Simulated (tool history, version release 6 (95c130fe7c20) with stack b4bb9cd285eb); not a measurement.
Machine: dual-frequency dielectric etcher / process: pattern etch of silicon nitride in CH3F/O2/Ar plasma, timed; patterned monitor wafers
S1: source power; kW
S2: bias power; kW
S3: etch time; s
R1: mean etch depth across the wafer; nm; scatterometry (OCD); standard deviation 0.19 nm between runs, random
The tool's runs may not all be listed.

run  hour     S1     S2    S3      R1
  1   0.0  0.280  0.080  48.0  32.290
  2   3.1  0.290  0.081  48.0  33.225
  3   8.2  0.290  0.081  48.0  33.396
  4  13.0  0.270  0.081  48.0  31.896
  5  16.2  0.280  0.081  48.0  32.511
  6  17.3  0.280  0.081  48.0  32.696
  7  18.3  0.290  0.081  48.0  33.195
  8  24.4  0.290  0.081  48.0  33.437
  9  25.4  0.290  0.081  48.0  33.157

What does the tool deliver on the next run?
 10  32.3  0.300  0.081  48.0   ?

R1: 34.031 nm

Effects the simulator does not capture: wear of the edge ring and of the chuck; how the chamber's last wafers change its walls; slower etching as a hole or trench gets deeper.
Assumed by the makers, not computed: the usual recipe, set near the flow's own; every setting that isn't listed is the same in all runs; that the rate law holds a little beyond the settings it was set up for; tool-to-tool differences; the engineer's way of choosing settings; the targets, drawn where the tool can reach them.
